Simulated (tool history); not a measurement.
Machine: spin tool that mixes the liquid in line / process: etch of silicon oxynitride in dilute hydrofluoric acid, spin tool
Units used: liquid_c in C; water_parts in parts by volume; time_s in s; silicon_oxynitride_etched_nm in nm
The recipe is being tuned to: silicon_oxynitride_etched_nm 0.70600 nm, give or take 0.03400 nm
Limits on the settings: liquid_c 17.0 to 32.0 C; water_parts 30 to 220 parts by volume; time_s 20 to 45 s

run	hour	liquid_c	water_parts	time_s	silicon_oxynitride_etched_nm
1	0.0	24.0	125	45	0.44168
2	4.8	26.0	120	45	0.50308
3	7.4	28.5	120	45	0.56257
4	8.1	28.5	160	45	0.41279
5	13.3	28.5	160	45	0.42415
6	15.2	28.5	125	45	0.54944
7	19.4	29.5	120	45	0.59012
8	22.3	32.0	105	45	0.77578
9	27.0	31.5	105	45	0.75200

4 candidate next runs follow, results not yet known. Just one meets every target within its allowed miss. Identify it.
A	31.7	31.0	60	20	?
B	31.7	31.5	115	45	?
C	31.7	31.5	130	45	?
D	31.7	31.0	120	45	?

move	silicon_oxynitride_etched_nm
A	0.61453
B	0.69781
C	0.60821
D	0.65083
A: takes the result that was furthest off past its target
B: all results land within tolerance of their targets
C: takes the result that was furthest off past its target
D: takes the result that was furthest off past its target
B is the move that brings every result within its allowed miss.
